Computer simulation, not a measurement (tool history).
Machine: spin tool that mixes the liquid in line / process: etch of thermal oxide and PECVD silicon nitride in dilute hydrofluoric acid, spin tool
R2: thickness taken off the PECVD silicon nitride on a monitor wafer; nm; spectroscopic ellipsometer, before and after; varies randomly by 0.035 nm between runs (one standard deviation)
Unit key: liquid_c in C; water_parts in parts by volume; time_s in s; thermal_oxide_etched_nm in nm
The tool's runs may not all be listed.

Run 1, day 0.000: liquid_c 24.0 C, water_parts 90 parts by volume, time_s 125 s. Result: thermal_oxide_etched_nm 5.6676 nm, R2 6.9579 nm.
Run 2, day 0.038: liquid_c 24.5 C, water_parts 95 parts by volume, time_s 125 s. Result: thermal_oxide_etched_nm 5.4758 nm, R2 6.7411 nm.
Run 3, day 0.304: liquid_c 25.0 C, water_parts 100 parts by volume, time_s 125 s. Result: thermal_oxide_etched_nm 5.1989 nm, R2 6.6788 nm.
Run 4, day 0.667: liquid_c 25.0 C, water_parts 100 parts by volume, time_s 85 s. Result: thermal_oxide_etched_nm 3.5842 nm, R2 4.5296 nm.
Run 5, day 1.012: liquid_c 26.0 C, water_parts 95 parts by volume, time_s 85 s. Result: thermal_oxide_etched_nm 3.8783 nm, R2 5.1092 nm.
Run 6, day 1.192: liquid_c 25.0 C, water_parts 95 parts by volume, time_s 85 s. Result: thermal_oxide_etched_nm 3.7969 nm, R2 4.7708 nm.
Run 7, day 1.446: liquid_c 25.0 C, water_parts 95 parts by volume, time_s 85 s. Result: thermal_oxide_etched_nm 3.7341 nm, R2 4.7354 nm.

Predict the results of run 8:
Run 8, day 1.725: liquid_c 25.5 C, water_parts 90 parts by volume, time_s 85 s. Result: thermal_oxide_etched_nm ?, R2 ?.

{"run 8": {"thermal_oxide_etched_nm": 4.104, "R2": 5.2234}}
